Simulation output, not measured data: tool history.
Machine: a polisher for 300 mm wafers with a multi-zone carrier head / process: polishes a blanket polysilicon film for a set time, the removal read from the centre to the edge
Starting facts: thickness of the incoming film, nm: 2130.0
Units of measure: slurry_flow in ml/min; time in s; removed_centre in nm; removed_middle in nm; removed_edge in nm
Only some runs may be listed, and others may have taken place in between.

Run 1, day 0.000: slurry_flow 320 ml/min, centre_zone 1.00, middle_zone 1.00, edge_zone 1.00, time 71 s. Result: removed_centre 288.68 nm, removed_middle 298.15 nm, removed_edge 299.61 nm.
Run 2, day 0.038: slurry_flow 315 ml/min, centre_zone 0.98, middle_zone 0.98, edge_zone 0.97, time 66 s. Result: removed_centre 268.13 nm, removed_middle 271.07 nm, removed_edge 277.86 nm.
Run 3, day 0.279: slurry_flow 315 ml/min, centre_zone 0.98, middle_zone 0.98, edge_zone 1.01, time 66 s. Result: removed_centre 266.58 nm, removed_middle 268.85 nm, removed_edge 279.41 nm.
Run 4, day 0.638: slurry_flow 315 ml/min, centre_zone 0.94, middle_zone 0.98, edge_zone 1.01, time 66 s. Result: removed_centre 250.99 nm, removed_middle 265.24 nm, removed_edge 279.91 nm.
Run 5, day 0.871: slurry_flow 380 ml/min, centre_zone 0.94, middle_zone 0.98, edge_zone 1.01, time 66 s. Result: removed_centre 259.77 nm, removed_middle 268.54 nm, removed_edge 282.03 nm.
Run 6, day 1.125: slurry_flow 380 ml/min, centre_zone 0.87, middle_zone 0.98, edge_zone 1.01, time 66 s. Result: removed_centre 237.03 nm, removed_middle 274.76 nm, removed_edge 286.99 nm.
Run 7, day 1.362: slurry_flow 385 ml/min, centre_zone 0.88, middle_zone 0.98, edge_zone 0.98, time 61 s. Result: removed_centre 228.05 nm, removed_middle 256.42 nm, removed_edge 262.06 nm.
Run 8, day 1.621: slurry_flow 385 ml/min, centre_zone 0.88, middle_zone 0.97, edge_zone 0.95, time 58 s. Result: removed_centre 216.34 nm, removed_middle 240.87 nm, removed_edge 247.39 nm.

Run 9 comes next. What will it give?
Run 9, day 1.783: slurry_flow 385 ml/min, centre_zone 0.88, middle_zone 0.96, edge_zone 0.93, time 56 s. Result: removed_centre ?, removed_middle ?, removed_edge ?.

Run 9 yielded removed_centre 205.35 nm, removed_middle 231.17 nm, removed_edge 238.24 nm.
